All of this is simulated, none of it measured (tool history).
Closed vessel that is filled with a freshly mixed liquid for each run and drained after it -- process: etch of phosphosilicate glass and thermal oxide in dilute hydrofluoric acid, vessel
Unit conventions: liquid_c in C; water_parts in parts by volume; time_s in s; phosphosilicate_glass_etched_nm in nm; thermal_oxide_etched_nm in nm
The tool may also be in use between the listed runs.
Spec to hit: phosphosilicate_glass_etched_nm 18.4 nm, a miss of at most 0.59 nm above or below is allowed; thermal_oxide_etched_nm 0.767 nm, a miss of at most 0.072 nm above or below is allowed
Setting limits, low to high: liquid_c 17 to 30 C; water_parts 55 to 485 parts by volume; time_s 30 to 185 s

| run | day | liquid_c | water_parts | time_s | phosphosilicate_glass_etched_nm | thermal_oxide_etched_nm |
|---|---|---|---|---|---|---|
| 1 | 0 | 22 | 270 | 95 | 32.714 | 1.3889 |
| 2 | 0.296 | 22 | 345 | 95 | 23.794 | 0.98113 |
| 3 | 0.575 | 22 | 280 | 95 | 30.993 | 1.2636 |
| 4 | 0.604 | 22 | 350 | 95 | 23.243 | 0.96142 |
| 5 | 0.796 | 21 | 355 | 95 | 21.679 | 0.91241 |
|  | 1.133 | thermometer replaced |
| 6 | 1.133 | 21 | 440 | 95 | 16.249 | 0.65245 |
| 7 | 1.354 | 21.5 | 435 | 95 | 16.307 | 0.69829 |
| 8 | 1.55 | 21.5 | 430 | 95 | 16.885 | 0.68439 |
| 9 | 1.912 | 22 | 430 | 95 | 17.385 | 0.74685 |
| 10 | 1.975 | 22 | 425 | 95 | 17.484 | 0.68981 |
| 11 | 2.217 | 21.5 | 420 | 95 | 17.502 | 0.71514 |
| 12 | 2.325 | 22 | 420 | 95 | 17.617 | 0.74305 |

5 next moves are on the table. One of them brings every result within its allowed miss. Which?
| A | 2.433 | 21 | 400 | 90 | ? | ? |
| B | 2.433 | 22.5 | 470 | 105 | ? | ? |
| C | 2.433 | 25 | 350 | 65 | ? | ? |
| D | 2.433 | 21 | 450 | 100 | ? | ? |
| E | 2.433 | 25.5 | 405 | 85 | ? | ? |

| move | phosphosilicate_glass_etched_nm | thermal_oxide_etched_nm |
|---|---|---|
| A | 17.158 | 0.70396 |
| B | 16.893 | 0.69306 |
| C | 16.951 | 0.69547 |
| D | 16.259 | 0.66706 |
| E | 18.498 | 0.75891 |
A: further off than the last run
B: further off than the last run
C: further off than the last run
D: further off than the last run
E: each result inside its tolerance
Answer: E

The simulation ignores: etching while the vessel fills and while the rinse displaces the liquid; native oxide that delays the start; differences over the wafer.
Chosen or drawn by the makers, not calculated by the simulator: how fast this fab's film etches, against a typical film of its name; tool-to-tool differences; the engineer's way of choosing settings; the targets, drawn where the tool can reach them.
